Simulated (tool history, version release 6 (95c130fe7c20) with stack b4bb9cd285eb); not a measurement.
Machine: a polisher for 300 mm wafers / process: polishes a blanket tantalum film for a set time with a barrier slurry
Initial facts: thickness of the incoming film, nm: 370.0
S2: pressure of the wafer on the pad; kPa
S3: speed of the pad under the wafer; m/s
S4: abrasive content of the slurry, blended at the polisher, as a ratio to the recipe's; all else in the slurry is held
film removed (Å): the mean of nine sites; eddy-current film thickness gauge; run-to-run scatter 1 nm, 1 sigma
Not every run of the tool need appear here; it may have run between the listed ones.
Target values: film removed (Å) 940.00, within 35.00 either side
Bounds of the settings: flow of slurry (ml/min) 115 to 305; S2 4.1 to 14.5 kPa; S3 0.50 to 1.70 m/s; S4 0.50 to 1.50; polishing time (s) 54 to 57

Run 1, day 0.000: flow of slurry (ml/min) 195, S2 9.0 kPa, S3 1.10 m/s, S4 1.00, polishing time (s) 54. Result: film removed (Å) 627.62.
Run 2, day 0.046: flow of slurry (ml/min) 195, S2 9.0 kPa, S3 1.10 m/s, S4 0.80, polishing time (s) 54. Result: film removed (Å) 572.37.
Run 3, day 0.183: flow of slurry (ml/min) 175, S2 9.0 kPa, S3 1.10 m/s, S4 0.80, polishing time (s) 54. Result: film removed (Å) 568.84.
Run 4, day 0.371: flow of slurry (ml/min) 175, S2 9.0 kPa, S3 1.10 m/s, S4 0.95, polishing time (s) 54. Result: film removed (Å) 609.66.
Run 5, day 0.546: flow of slurry (ml/min) 175, S2 9.0 kPa, S3 1.28 m/s, S4 0.95, polishing time (s) 54. Result: film removed (Å) 700.48.
Run 6, day 0.567: flow of slurry (ml/min) 175, S2 7.6 kPa, S3 1.28 m/s, S4 0.95, polishing time (s) 54. Result: film removed (Å) 632.77.
Run 7, day 0.704: flow of slurry (ml/min) 175, S2 8.3 kPa, S3 1.28 m/s, S4 0.95, polishing time (s) 54. Result: film removed (Å) 677.56.
Run 8, day 0.829: flow of slurry (ml/min) 190, S2 11.0 kPa, S3 1.30 m/s, S4 0.95, polishing time (s) 54. Result: film removed (Å) 824.18.
Run 9, day 1.029: flow of slurry (ml/min) 190, S2 11.7 kPa, S3 1.32 m/s, S4 0.95, polishing time (s) 54. Result: film removed (Å) 856.98.

Which of these 5 next moves meets every target?
Run A, day 1.229: flow of slurry (ml/min) 225, S2 11.7 kPa, S3 1.34 m/s, S4 0.85, polishing time (s) 55. Result: film removed (Å) ?.
Run B, day 1.229: flow of slurry (ml/min) 180, S2 11.0 kPa, S3 1.38 m/s, S4 0.95, polishing time (s) 54. Result: film removed (Å) ?.
Run C, day 1.229: flow of slurry (ml/min) 180, S2 13.1 kPa, S3 1.42 m/s, S4 0.95, polishing time (s) 55. Result: film removed (Å) ?.
Run D, day 1.229: flow of slurry (ml/min) 170, S2 13.1 kPa, S3 1.20 m/s, S4 1.25, polishing time (s) 56. Result: film removed (Å) ?.
Run E, day 1.229: flow of slurry (ml/min) 190, S2 11.7 kPa, S3 1.40 m/s, S4 1.25, polishing time (s) 57. Result: film removed (Å) ?.

move  film removed (Å)
   A            880.26
   B            871.98
   C           1024.30
   D            959.37
   E           1065.70
A: closes in on the targets versus the last run, not all within tolerance yet
B: closes in on the targets versus the last run, not all within tolerance yet
C: takes the result that was furthest off past its target
D: all results land within tolerance of their targets
E: takes the result that was furthest off past its target
Correct choice: D, which meets every target

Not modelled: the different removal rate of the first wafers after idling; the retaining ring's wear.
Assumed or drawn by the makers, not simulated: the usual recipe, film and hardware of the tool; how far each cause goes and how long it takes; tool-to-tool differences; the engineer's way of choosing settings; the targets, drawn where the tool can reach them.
